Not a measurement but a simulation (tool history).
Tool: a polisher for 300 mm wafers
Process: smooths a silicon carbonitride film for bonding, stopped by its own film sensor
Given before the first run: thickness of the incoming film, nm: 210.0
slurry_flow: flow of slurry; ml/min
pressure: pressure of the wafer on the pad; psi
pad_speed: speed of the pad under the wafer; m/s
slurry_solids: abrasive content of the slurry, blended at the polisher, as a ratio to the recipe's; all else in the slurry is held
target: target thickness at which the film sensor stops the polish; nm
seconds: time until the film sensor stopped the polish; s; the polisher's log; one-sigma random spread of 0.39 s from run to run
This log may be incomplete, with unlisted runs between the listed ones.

{"run": 1, "day": 0.0, "slurry_flow": 300, "pressure": 2.6, "pad_speed": 1.14, "slurry_solids": 1, "target": 191, "seconds": 51.927}
{"run": 2, "day": 0.367, "slurry_flow": 300, "pressure": 2.1, "pad_speed": 1.14, "slurry_solids": 1, "target": 191, "seconds": 64.19}
{"run": 3, "day": 0.679, "slurry_flow": 300, "pressure": 2.3, "pad_speed": 1.14, "slurry_solids": 1, "target": 191, "seconds": 60.177}
{"run": 4, "day": 0.921, "slurry_flow": 300, "pressure": 2.3, "pad_speed": 1.14, "slurry_solids": 1.2, "target": 191, "seconds": 52.313}
{"run": 5, "day": 0.996, "slurry_flow": 300, "pressure": 2.3, "pad_speed": 0.94, "slurry_solids": 1.2, "target": 191, "seconds": 58.524}
{"run": 6, "day": 1.25, "slurry_flow": 300, "pressure": 2.5, "pad_speed": 0.94, "slurry_solids": 1.2, "target": 191, "seconds": 54.915}
{"run": 7, "day": 1.517, "slurry_flow": 300, "pressure": 2.7, "pad_speed": 0.94, "slurry_solids": 1.2, "target": 191, "seconds": 50.239}
{"run": 8, "day": 1.783, "slurry_flow": 300, "pressure": 2.8, "pad_speed": 0.94, "slurry_solids": 1.2, "target": 191, "seconds": 49.418}
{"run": 9, "day": 2.054, "slurry_flow": 300, "pressure": 2.9, "pad_speed": 0.94, "slurry_solids": 1.2, "target": 191, "seconds": 47.046}

Forecast run 10:
{"run": 10, "day": 2.283, "slurry_flow": 300, "pressure": 3, "pad_speed": 0.94, "slurry_solids": 1.2, "target": 191, "seconds": "?"}

{"run 10": {"seconds": 45.18}}
